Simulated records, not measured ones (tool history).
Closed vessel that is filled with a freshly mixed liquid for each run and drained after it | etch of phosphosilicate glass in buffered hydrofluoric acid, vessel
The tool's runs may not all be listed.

| run | hour | temperature setpoint of the liquid (C) | parts of 40 % ammonium fluoride to one part of 49 % hydrofluoric acid (parts by volume) | time in the liquid (s) | thickness taken off the phosphosilicate glass on a monitor wafer (angstrom) |
|---|---|---|---|---|---|
| 1 | 0.0 | 24.0 | 13.0 | 105 | 4375.6 |
| 2 | 1.8 | 24.0 | 13.0 | 115 | 4791.0 |
| 3 | 9.6 | 25.0 | 13.0 | 115 | 5072.5 |
| 4 | 15.1 | 26.0 | 12.5 | 115 | 5547.3 |
| 5 | 17.2 | 27.0 | 12.5 | 115 | 5868.9 |
| 6 | 25.3 | 28.0 | 12.5 | 115 | 6238.2 |
| 7 | 25.8 | 28.5 | 12.5 | 115 | 6364.2 |
| 8 | 28.1 | 29.0 | 12.5 | 115 | 6542.1 |
| 9 | 36.7 | 29.5 | 12.5 | 115 | 6672.7 |
| 10 | 40.4 | 30.0 | 12.5 | 115 | 6861.8 |

Run 11 has not been measured yet. What should we expect?
| 11 | 43.3 | 30.5 | 12.5 | 115 | ? |

thickness taken off the phosphosilicate glass on a monitor wafer (angstrom): 7037.8

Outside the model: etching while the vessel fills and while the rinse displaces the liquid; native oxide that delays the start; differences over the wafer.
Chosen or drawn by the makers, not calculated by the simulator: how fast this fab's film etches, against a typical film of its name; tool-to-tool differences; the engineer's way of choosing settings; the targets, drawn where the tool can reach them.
